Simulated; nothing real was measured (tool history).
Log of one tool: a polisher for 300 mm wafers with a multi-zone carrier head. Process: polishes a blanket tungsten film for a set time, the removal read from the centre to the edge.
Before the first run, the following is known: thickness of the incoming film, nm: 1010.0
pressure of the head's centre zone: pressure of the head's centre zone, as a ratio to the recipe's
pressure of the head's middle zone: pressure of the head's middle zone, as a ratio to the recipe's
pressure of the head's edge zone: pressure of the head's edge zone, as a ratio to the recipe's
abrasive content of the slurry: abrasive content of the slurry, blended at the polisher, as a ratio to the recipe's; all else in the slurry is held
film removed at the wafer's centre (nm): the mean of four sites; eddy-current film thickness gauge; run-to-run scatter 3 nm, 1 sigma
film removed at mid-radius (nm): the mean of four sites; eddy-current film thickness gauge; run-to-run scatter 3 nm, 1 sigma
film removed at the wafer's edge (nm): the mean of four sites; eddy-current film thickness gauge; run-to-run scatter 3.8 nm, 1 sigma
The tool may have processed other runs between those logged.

run	hour	flow of slurry (ml/min)	pressure of the head's centre zone	pressure of the head's middle zone	pressure of the head's edge zone	abrasive content of the slurry	polishing time (s)	film removed at the wafer's centre (nm)	film removed at mid-radius (nm)	film removed at the wafer's edge (nm)
1	0.0	155	1.00	1.00	1.00	1.00	72	414.94	392.78	415.55
2	1.2	135	1.00	1.00	1.00	1.00	72	399.68	382.47	409.79
3	5.8	135	0.96	1.00	1.00	1.00	72	383.61	378.11	421.83
4	11.1	135	0.95	0.98	0.97	0.85	70	357.92	344.28	374.86
5	13.7	135	0.95	0.98	0.97	1.05	70	375.98	370.84	404.61
6	21.3	130	0.92	0.95	0.94	0.95	70	347.58	347.21	381.29
7	22.4	125	0.91	0.92	0.92	0.90	70	333.71	328.89	377.49
8	23.4	125	0.94	0.91	0.85	0.65	66	302.16	276.73	307.20
9	25.7	130	0.93	0.91	0.87	0.65	66	296.65	280.27	311.34
10	33.0	130	0.93	0.91	0.87	0.65	66	300.22	279.60	312.04
11	37.4	135	0.92	0.91	0.89	0.65	66	294.29	275.04	316.23

Run 12, settings as shown, results not yet in. Your forecast:
12	41.6	140	0.92	0.92	0.91	0.65	66	?	?	?

film removed at the wafer's centre (nm): 296.10
film removed at mid-radius (nm): 280.78
film removed at the wafer's edge (nm): 312.57

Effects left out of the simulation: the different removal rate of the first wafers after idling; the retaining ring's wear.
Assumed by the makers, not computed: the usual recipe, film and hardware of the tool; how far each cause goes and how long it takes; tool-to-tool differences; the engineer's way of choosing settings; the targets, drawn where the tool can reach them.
